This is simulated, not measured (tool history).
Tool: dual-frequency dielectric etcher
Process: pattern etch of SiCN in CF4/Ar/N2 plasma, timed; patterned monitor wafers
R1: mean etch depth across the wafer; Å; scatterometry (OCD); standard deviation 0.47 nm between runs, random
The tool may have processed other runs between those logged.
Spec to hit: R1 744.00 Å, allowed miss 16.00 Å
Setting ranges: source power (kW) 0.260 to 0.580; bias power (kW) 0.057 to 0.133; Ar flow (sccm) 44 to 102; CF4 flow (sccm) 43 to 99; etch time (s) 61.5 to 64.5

run 1 hour=0.0 | source_power_(kW)=0.420 bias_power_(kW)=0.095 Ar_flow_(sccm)=73 CF4_flow_(sccm)=71 etch_time_(s)=61.5 | R1=553.08
run 2 hour=3.9 | source_power_(kW)=0.420 bias_power_(kW)=0.095 Ar_flow_(sccm)=73 CF4_flow_(sccm)=71 etch_time_(s)=61.5 | R1=549.97
run 3 hour=11.7 | source_power_(kW)=0.420 bias_power_(kW)=0.106 Ar_flow_(sccm)=73 CF4_flow_(sccm)=71 etch_time_(s)=61.5 | R1=573.39
run 4 hour=20.4 | source_power_(kW)=0.420 bias_power_(kW)=0.106 Ar_flow_(sccm)=73 CF4_flow_(sccm)=71 etch_time_(s)=61.5 | R1=574.76
run 5 hour=21.9 | source_power_(kW)=0.420 bias_power_(kW)=0.117 Ar_flow_(sccm)=73 CF4_flow_(sccm)=71 etch_time_(s)=61.5 | R1=585.13
run 6 hour=26.0 | source_power_(kW)=0.370 bias_power_(kW)=0.117 Ar_flow_(sccm)=73 CF4_flow_(sccm)=71 etch_time_(s)=61.5 | R1=511.22
run 7 hour=26.6 | source_power_(kW)=0.410 bias_power_(kW)=0.118 Ar_flow_(sccm)=73 CF4_flow_(sccm)=71 etch_time_(s)=61.5 | R1=572.54
run 8 hour=27.9 | source_power_(kW)=0.440 bias_power_(kW)=0.119 Ar_flow_(sccm)=73 CF4_flow_(sccm)=71 etch_time_(s)=61.5 | R1=621.88
run 9 hour=36.9 | source_power_(kW)=0.460 bias_power_(kW)=0.120 Ar_flow_(sccm)=73 CF4_flow_(sccm)=71 etch_time_(s)=61.5 | R1=656.72
run 10 hour=44.7 | source_power_(kW)=0.470 bias_power_(kW)=0.120 Ar_flow_(sccm)=73 CF4_flow_(sccm)=71 etch_time_(s)=61.5 | R1=668.34
run 11 hour=48.0 | source_power_(kW)=0.480 bias_power_(kW)=0.120 Ar_flow_(sccm)=73 CF4_flow_(sccm)=71 etch_time_(s)=61.5 | R1=685.46
run 12 hour=54.1 | source_power_(kW)=0.490 bias_power_(kW)=0.120 Ar_flow_(sccm)=73 CF4_flow_(sccm)=71 etch_time_(s)=61.5 | R1=690.68
run 13 hour=61.4 | source_power_(kW)=0.500 bias_power_(kW)=0.120 Ar_flow_(sccm)=73 CF4_flow_(sccm)=71 etch_time_(s)=61.5 | R1=707.73
run 14 hour=68.1 | source_power_(kW)=0.510 bias_power_(kW)=0.120 Ar_flow_(sccm)=73 CF4_flow_(sccm)=71 etch_time_(s)=61.5 | R1=724.71

Which of these 4 next moves meets every target?
run A hour=74.8 | source_power_(kW)=0.480 bias_power_(kW)=0.121 Ar_flow_(sccm)=56 CF4_flow_(sccm)=83 etch_time_(s)=64.0 | R1=?
run B hour=74.8 | source_power_(kW)=0.490 bias_power_(kW)=0.113 Ar_flow_(sccm)=75 CF4_flow_(sccm)=73 etch_time_(s)=63.0 | R1=?
run C hour=74.8 | source_power_(kW)=0.510 bias_power_(kW)=0.107 Ar_flow_(sccm)=78 CF4_flow_(sccm)=72 etch_time_(s)=63.0 | R1=?
run D hour=74.8 | source_power_(kW)=0.480 bias_power_(kW)=0.133 Ar_flow_(sccm)=57 CF4_flow_(sccm)=55 etch_time_(s)=62.0 | R1=?

move=A R1=746.54
move=B R1=706.15
move=C R1=720.22
move=D R1=712.55
A: hits every target within its allowed miss
B: moves away from the targets compared with the last run
C: moves away from the targets compared with the last run
D: moves away from the targets compared with the last run
Correct choice: A, which meets every target

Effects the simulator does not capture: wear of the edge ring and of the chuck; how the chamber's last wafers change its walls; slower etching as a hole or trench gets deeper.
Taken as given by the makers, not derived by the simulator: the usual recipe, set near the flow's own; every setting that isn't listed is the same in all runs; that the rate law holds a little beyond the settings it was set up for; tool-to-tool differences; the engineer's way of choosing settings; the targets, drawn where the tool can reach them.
